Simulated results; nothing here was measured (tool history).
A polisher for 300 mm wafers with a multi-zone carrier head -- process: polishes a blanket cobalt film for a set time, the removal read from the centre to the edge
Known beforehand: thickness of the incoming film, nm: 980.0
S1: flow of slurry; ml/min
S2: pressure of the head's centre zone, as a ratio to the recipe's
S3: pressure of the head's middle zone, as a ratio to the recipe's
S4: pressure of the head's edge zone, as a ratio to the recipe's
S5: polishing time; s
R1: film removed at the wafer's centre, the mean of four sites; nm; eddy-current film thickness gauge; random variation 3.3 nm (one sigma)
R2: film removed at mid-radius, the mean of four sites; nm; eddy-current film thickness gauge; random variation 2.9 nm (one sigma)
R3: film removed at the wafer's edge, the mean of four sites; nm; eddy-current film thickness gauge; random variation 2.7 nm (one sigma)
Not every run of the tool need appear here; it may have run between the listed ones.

run	hour	S1	S2	S3	S4	S5	R1	R2	R3
1	0	255	1	1	1	60	367.91	372.38	359.5
2	8.3	255	1	1	0.96	60	381.91	375.94	339.7
3	10.5	245	0.95	0.99	0.94	58	341.27	362.92	328.97
4	11.2	240	0.93	0.97	0.91	56	317.97	345.28	312.36
# hour 17.7: edge zone pressure recalibrated
5	17.7	240	0.93	0.97	0.98	56	325.05	341.94	340.11
6	26.3	235	0.92	0.97	0.95	55	311.21	331.08	323.47

What will run 7 give?
7	32.6	210	0.91	1.01	0.85	52	?	?	?

Run 7 measured R1 288.1 nm, R2 311.96 nm, R3 290.14 nm.
